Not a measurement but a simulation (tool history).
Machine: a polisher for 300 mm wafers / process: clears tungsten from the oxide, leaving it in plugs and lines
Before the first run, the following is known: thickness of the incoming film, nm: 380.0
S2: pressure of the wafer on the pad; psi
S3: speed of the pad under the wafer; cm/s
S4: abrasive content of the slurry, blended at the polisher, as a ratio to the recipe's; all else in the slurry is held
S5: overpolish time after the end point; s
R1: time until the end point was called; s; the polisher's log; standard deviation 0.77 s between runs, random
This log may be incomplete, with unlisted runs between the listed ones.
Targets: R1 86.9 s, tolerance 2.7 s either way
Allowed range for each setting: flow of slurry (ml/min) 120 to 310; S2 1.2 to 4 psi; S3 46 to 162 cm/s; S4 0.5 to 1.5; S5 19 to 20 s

run 1 day=0 | flow_of_slurry_(ml/min)=200 S2=2.6 S3=104 S4=1 S5=19 | R1=117.68
run 2 day=0.317 | flow_of_slurry_(ml/min)=205 S2=2.8 S3=104 S4=1 S5=19 | R1=112.54
run 3 day=0.662 | flow_of_slurry_(ml/min)=205 S2=3 S3=104 S4=1 S5=19 | R1=108.03
run 4 day=0.783 | flow_of_slurry_(ml/min)=205 S2=3.2 S3=104 S4=1 S5=19 | R1=105.58
run 5 day=0.925 | flow_of_slurry_(ml/min)=210 S2=3.4 S3=106 S4=1 S5=19 | R1=99.152
run 6 day=1.283 | flow_of_slurry_(ml/min)=210 S2=3.6 S3=106 S4=1 S5=19 | R1=93.664
run 7 day=1.475 | flow_of_slurry_(ml/min)=210 S2=3.6 S3=106 S4=1 S5=19 | R1=94.904
run 8 day=1.692 | flow_of_slurry_(ml/min)=210 S2=3.7 S3=106 S4=1 S5=19 | R1=92.812
run 9 day=2.012 | flow_of_slurry_(ml/min)=210 S2=3.8 S3=106 S4=1 S5=19 | R1=91.431
run 10 day=2.325 | flow_of_slurry_(ml/min)=210 S2=3.9 S3=106 S4=1 S5=19 | R1=89.828

Which single option among these 4 for the next run brings every result within its allowed miss of target? Just one does.
run A day=2.638 | flow_of_slurry_(ml/min)=145 S2=3.7 S3=102 S4=1.2 S5=19 | R1=?
run B day=2.638 | flow_of_slurry_(ml/min)=205 S2=4 S3=98 S4=1 S5=19 | R1=?
run C day=2.638 | flow_of_slurry_(ml/min)=170 S2=3.9 S3=108 S4=0.9 S5=20 | R1=?
run D day=2.638 | flow_of_slurry_(ml/min)=195 S2=3.8 S3=116 S4=0.9 S5=20 | R1=?

move=A R1=94.074
move=B R1=95.233
move=C R1=92.972
move=D R1=87.208
A: misses by more than the last run did
B: misses by more than the last run did
C: misses by more than the last run did
D: every result within its allowed miss
Answer: D

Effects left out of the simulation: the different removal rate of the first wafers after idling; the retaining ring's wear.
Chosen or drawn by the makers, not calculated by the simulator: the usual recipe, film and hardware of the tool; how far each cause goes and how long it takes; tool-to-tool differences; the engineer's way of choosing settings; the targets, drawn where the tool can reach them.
